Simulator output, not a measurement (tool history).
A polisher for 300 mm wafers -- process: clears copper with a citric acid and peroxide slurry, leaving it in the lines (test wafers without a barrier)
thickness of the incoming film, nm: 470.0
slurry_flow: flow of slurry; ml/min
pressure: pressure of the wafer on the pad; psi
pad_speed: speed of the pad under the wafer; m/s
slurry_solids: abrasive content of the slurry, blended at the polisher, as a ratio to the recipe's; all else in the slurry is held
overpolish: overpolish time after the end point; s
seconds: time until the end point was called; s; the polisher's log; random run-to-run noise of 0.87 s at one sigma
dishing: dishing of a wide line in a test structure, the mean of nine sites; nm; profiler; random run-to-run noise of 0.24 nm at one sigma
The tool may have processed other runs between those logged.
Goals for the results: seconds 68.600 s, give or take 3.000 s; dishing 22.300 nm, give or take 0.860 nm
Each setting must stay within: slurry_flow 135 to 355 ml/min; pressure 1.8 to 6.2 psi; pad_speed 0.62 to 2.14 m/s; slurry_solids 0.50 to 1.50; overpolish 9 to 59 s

Run 1, hour 0.0: slurry_flow 225 ml/min, pressure 4.0 psi, pad_speed 1.38 m/s, slurry_solids 1.00, overpolish 30 s. Result: seconds 128.570 s, dishing 21.984 nm.
Run 2, hour 1.8: slurry_flow 225 ml/min, pressure 3.1 psi, pad_speed 1.38 m/s, slurry_solids 1.00, overpolish 30 s. Result: seconds 167.220 s, dishing 21.472 nm.
Run 3, hour 6.6: slurry_flow 225 ml/min, pressure 3.1 psi, pad_speed 1.38 m/s, slurry_solids 1.00, overpolish 18 s. Result: seconds 163.700 s, dishing 19.285 nm.
Run 4, hour 10.1: slurry_flow 225 ml/min, pressure 3.1 psi, pad_speed 1.38 m/s, slurry_solids 1.00, overpolish 9 s. Result: seconds 164.890 s, dishing 14.459 nm.
Run 5, hour 14.7: slurry_flow 225 ml/min, pressure 3.1 psi, pad_speed 1.68 m/s, slurry_solids 1.00, overpolish 9 s. Result: seconds 138.530 s, dishing 15.608 nm.
Run 6, hour 22.6: slurry_flow 285 ml/min, pressure 3.1 psi, pad_speed 1.68 m/s, slurry_solids 1.00, overpolish 9 s. Result: seconds 135.150 s, dishing 15.604 nm.
Run 7, hour 28.5: slurry_flow 285 ml/min, pressure 3.7 psi, pad_speed 1.70 m/s, slurry_solids 1.00, overpolish 14 s. Result: seconds 113.170 s, dishing 20.096 nm.
Run 8, hour 36.5: slurry_flow 265 ml/min, pressure 4.0 psi, pad_speed 1.76 m/s, slurry_solids 1.00, overpolish 13 s. Result: seconds 100.510 s, dishing 20.360 nm.
Run 9, hour 40.7: slurry_flow 250 ml/min, pressure 4.2 psi, pad_speed 1.82 m/s, slurry_solids 1.05, overpolish 12 s. Result: seconds 92.120 s, dishing 20.196 nm.
Run 10, hour 44.9: slurry_flow 250 ml/min, pressure 4.4 psi, pad_speed 1.84 m/s, slurry_solids 1.05, overpolish 11 s. Result: seconds 86.654 s, dishing 20.008 nm.
Run 11, hour 46.2: slurry_flow 260 ml/min, pressure 4.6 psi, pad_speed 1.84 m/s, slurry_solids 1.05, overpolish 11 s. Result: seconds 83.224 s, dishing 20.221 nm.
Run 12, hour 54.8: slurry_flow 260 ml/min, pressure 4.8 psi, pad_speed 1.84 m/s, slurry_solids 1.05, overpolish 11 s. Result: seconds 82.253 s, dishing 20.211 nm.
Run 13, hour 62.4: slurry_flow 260 ml/min, pressure 5.0 psi, pad_speed 1.84 m/s, slurry_solids 1.05, overpolish 12 s. Result: seconds 78.105 s, dishing 21.030 nm.
Run 14, hour 67.8: slurry_flow 260 ml/min, pressure 5.2 psi, pad_speed 1.84 m/s, slurry_solids 1.05, overpolish 12 s. Result: seconds 74.546 s, dishing 21.031 nm.
Run 15, hour 69.0: slurry_flow 260 ml/min, pressure 5.3 psi, pad_speed 1.84 m/s, slurry_solids 1.05, overpolish 13 s. Result: seconds 73.501 s, dishing 21.216 nm.
Run 16, hour 71.8: slurry_flow 260 ml/min, pressure 5.4 psi, pad_speed 1.84 m/s, slurry_solids 1.05, overpolish 14 s. Result: seconds 72.257 s, dishing 21.912 nm.

Which single option among these 5 for the next run brings every result within its allowed miss of target? Just one does.
Run A, hour 74.6: slurry_flow 295 ml/min, pressure 5.9 psi, pad_speed 1.60 m/s, slurry_solids 0.95, overpolish 20 s. Result: seconds ?, dishing ?.
Run B, hour 74.6: slurry_flow 235 ml/min, pressure 5.6 psi, pad_speed 1.94 m/s, slurry_solids 0.90, overpolish 28 s. Result: seconds ?, dishing ?.
Run C, hour 74.6: slurry_flow 215 ml/min, pressure 4.5 psi, pad_speed 2.02 m/s, slurry_solids 1.05, overpolish 19 s. Result: seconds ?, dishing ?.
Run D, hour 74.6: slurry_flow 245 ml/min, pressure 6.0 psi, pad_speed 1.58 m/s, slurry_solids 1.05, overpolish 23 s. Result: seconds ?, dishing ?.
Run E, hour 74.6: slurry_flow 260 ml/min, pressure 5.4 psi, pad_speed 1.80 m/s, slurry_solids 1.00, overpolish 16 s. Result: seconds ?, dishing ?.

move  seconds  dishing
   A   74.962   22.311
   B   67.975   22.431
   C   79.297   22.074
   D   74.223   22.413
   E   73.357   22.019
A: the biggest miss grows against the last run
B: every result lands within tolerance
C: the biggest miss grows against the last run
D: the biggest miss grows against the last run
E: the biggest miss grows against the last run
Go with B: it meets all targets.

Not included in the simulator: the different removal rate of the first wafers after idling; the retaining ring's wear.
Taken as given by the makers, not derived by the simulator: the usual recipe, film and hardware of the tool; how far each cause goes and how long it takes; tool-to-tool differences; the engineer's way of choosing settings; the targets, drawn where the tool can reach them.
